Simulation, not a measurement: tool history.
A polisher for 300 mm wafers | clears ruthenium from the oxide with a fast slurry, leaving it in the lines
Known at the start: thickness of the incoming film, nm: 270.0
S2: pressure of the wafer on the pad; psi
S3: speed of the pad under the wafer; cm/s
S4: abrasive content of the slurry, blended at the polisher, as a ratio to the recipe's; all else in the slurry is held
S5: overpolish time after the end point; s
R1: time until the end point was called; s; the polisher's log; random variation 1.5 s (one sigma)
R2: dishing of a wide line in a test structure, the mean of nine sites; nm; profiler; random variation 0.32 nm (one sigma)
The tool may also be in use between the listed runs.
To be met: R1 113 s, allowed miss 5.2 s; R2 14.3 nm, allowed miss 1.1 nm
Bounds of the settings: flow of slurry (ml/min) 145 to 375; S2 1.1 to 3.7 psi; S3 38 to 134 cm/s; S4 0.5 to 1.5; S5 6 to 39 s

run 1 hour=0 | flow_of_slurry_(ml/min)=240 S2=2.4 S3=86 S4=1 S5=20 | R1=92.105 R2=47.714
run 2 hour=3.4 | flow_of_slurry_(ml/min)=300 S2=2.4 S3=86 S4=1 S5=20 | R1=90.581 R2=48.281
run 3 hour=10.8 | flow_of_slurry_(ml/min)=300 S2=2.4 S3=98 S4=1 S5=20 | R1=80.944 R2=51.849
run 4 hour=11.4 | flow_of_slurry_(ml/min)=300 S2=2.4 S3=98 S4=0.85 S5=20 | R1=89.512 R2=48.4
run 5 hour=17.6 | flow_of_slurry_(ml/min)=325 S2=2 S3=106 S4=0.85 S5=15 | R1=90.867 R2=35.781
run 6 hour=26 | flow_of_slurry_(ml/min)=375 S2=2 S3=106 S4=0.85 S5=15 | R1=92.268 R2=35.966
run 7 hour=27.8 | flow_of_slurry_(ml/min)=300 S2=1.7 S3=114 S4=0.75 S5=12 | R1=103.85 R2=26.29
run 8 hour=35 | flow_of_slurry_(ml/min)=250 S2=1.5 S3=120 S4=0.7 S5=10 | R1=115.52 R2=20.31
run 9 hour=42.8 | flow_of_slurry_(ml/min)=215 S2=1.5 S3=124 S4=0.65 S5=9 | R1=118.31 R2=17.509
run 10 hour=50.6 | flow_of_slurry_(ml/min)=195 S2=1.6 S3=126 S4=0.6 S5=8 | R1=119.26 R2=15.763

4 next moves are on the table. One of them brings every result within its allowed miss. Which?
run A hour=58.4 | flow_of_slurry_(ml/min)=170 S2=1.6 S3=134 S4=0.55 S5=11 | R1=? R2=?
run B hour=58.4 | flow_of_slurry_(ml/min)=180 S2=1.5 S3=130 S4=0.65 S5=7 | R1=? R2=?
run C hour=58.4 | flow_of_slurry_(ml/min)=235 S2=1.3 S3=134 S4=0.6 S5=10 | R1=? R2=?
run D hour=58.4 | flow_of_slurry_(ml/min)=240 S2=1.9 S3=112 S4=0.6 S5=6 | R1=? R2=?

move=A R1=121.75 R2=19.964
move=B R1=116.16 R2=13.561
move=C R1=125.48 R2=17.723
move=D R1=115.48 R2=11.752
A: further off than the last run
B: meets every target
C: further off than the last run
D: takes the result that was furthest off past its target
Answer: B

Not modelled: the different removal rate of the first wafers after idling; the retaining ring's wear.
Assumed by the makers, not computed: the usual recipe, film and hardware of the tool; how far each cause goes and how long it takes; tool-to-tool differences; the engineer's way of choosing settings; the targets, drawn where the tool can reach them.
